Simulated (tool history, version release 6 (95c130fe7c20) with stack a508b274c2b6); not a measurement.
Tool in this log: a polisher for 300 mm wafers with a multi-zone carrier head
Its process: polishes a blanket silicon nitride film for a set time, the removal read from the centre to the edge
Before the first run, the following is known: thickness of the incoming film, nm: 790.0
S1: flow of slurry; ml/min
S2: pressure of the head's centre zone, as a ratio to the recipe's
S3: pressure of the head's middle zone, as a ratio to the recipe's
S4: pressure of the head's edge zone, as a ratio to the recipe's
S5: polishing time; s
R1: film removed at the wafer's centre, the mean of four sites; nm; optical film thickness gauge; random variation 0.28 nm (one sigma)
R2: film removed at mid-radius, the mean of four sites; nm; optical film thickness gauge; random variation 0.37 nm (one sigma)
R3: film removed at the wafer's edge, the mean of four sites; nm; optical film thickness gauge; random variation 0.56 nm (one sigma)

| run | hour | S1 | S2 | S3 | S4 | S5 | R1 | R2 | R3 |
|---|---|---|---|---|---|---|---|---|---|
| 1 | 0 | 250 | 1 | 1 | 1 | 37 | 56.514 | 55.152 | 57.2 |
| 2 | 8.8 | 250 | 1 | 0.96 | 1 | 37 | 56.371 | 53.364 | 56.828 |
| 3 | 11.2 | 250 | 1 | 0.96 | 1 | 33 | 50.956 | 47.786 | 50.768 |
| 4 | 17.4 | 240 | 0.98 | 0.95 | 1.01 | 33 | 49.844 | 46.52 | 50.672 |
| 5 | 17.9 | 240 | 0.98 | 0.95 | 1.01 | 39 | 58.188 | 55.982 | 60.46 |
| 6 | 23.9 | 240 | 1.07 | 0.95 | 1.01 | 39 | 64.518 | 55.911 | 58.955 |
| 7 | 29 | 195 | 0.97 | 0.85 | 0.91 | 32 | 45.634 | 39.998 | 45.819 |
| 8 | 34.6 | 195 | 0.95 | 0.86 | 0.93 | 32 | 45.224 | 41.059 | 47.06 |
| 9 | 43 | 190 | 0.94 | 0.87 | 0.94 | 32 | 44.104 | 40.83 | 46.29 |
| 10 | 46.9 | 190 | 0.94 | 0.87 | 0.94 | 32 | 44.435 | 41.353 | 46.963 |
| 11 | 52.6 | 185 | 0.93 | 0.87 | 0.95 | 32 | 43.454 | 40.464 | 46.433 |
| 12 | 56.6 | 185 | 0.92 | 0.88 | 0.96 | 32 | 44.175 | 41.334 | 47.501 |

Run 13 comes next. What will it give?
| 13 | 58.5 | 185 | 0.9 | 0.89 | 0.97 | 32 | ? | ? | ? |

{"run 13": {"R1": 42.168, "R2": 42.017, "R3": 47.46}}

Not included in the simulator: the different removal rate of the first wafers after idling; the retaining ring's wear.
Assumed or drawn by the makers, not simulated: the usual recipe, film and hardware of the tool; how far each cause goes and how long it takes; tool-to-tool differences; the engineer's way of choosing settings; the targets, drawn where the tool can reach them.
